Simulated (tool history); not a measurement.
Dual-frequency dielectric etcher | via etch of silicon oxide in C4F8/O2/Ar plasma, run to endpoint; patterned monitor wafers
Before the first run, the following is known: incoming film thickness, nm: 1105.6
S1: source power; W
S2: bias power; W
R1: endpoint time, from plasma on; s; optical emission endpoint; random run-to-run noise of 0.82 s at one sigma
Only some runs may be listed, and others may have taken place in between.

Run 1, hour 0.0: S1 1390 W, S2 1891 W. Result: R1 276.10 s.
Run 2, hour 1.1: S1 1390 W, S2 2112 W. Result: R1 267.87 s.
Run 3, hour 4.4: S1 1390 W, S2 1864 W. Result: R1 277.33 s.
Run 4, hour 13.2: S1 1390 W, S2 2188 W. Result: R1 264.74 s.
Run 5, hour 16.9: S1 1480 W, S2 2234 W. Result: R1 257.70 s.
Run 6, hour 22.0: S1 1550 W, S2 2279 W. Result: R1 251.27 s.
Run 7, hour 28.6: S1 1600 W, S2 2309 W. Result: R1 248.38 s.

Run 8 is up next; what results do you expect?
Run 8, hour 32.7: S1 1640 W, S2 2338 W. Result: R1 ?.

{"run 8": {"R1": 245.82}}

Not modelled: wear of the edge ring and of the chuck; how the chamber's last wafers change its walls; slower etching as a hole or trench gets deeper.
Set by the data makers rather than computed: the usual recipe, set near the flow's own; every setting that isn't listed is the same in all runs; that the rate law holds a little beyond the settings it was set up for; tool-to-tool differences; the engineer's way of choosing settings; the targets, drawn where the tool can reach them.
